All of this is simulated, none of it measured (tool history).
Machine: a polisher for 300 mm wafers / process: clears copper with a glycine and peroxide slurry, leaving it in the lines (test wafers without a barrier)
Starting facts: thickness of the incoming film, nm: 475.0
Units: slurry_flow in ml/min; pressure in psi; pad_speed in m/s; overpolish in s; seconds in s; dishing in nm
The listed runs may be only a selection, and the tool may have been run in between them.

| run | hour | slurry_flow | pressure | pad_speed | overpolish | seconds | dishing |
|---|---|---|---|---|---|---|---|
| 1 | 0.0 | 130 | 1.9 | 0.98 | 25 | 119.78 | 60.991 |
| 2 | 5.4 | 130 | 1.9 | 0.98 | 17 | 125.63 | 44.247 |
| 3 | 11.7 | 125 | 1.8 | 0.96 | 19 | 128.99 | 47.324 |
| 4 | 18.0 | 125 | 1.7 | 0.94 | 21 | 135.00 | 49.477 |
| 5 | 25.5 | 125 | 1.7 | 0.94 | 29 | 137.71 | 62.793 |
| 6 | 30.1 | 105 | 1.7 | 0.94 | 29 | 145.55 | 61.891 |
| 7 | 38.1 | 105 | 1.6 | 0.94 | 29 | 139.49 | 59.307 |

The next listed run, before its measurement:
| 8 | 42.2 | 105 | 1.5 | 0.92 | 29 | ? | ? |

Run 8 measured seconds 157.66 s, dishing 57.936 nm.
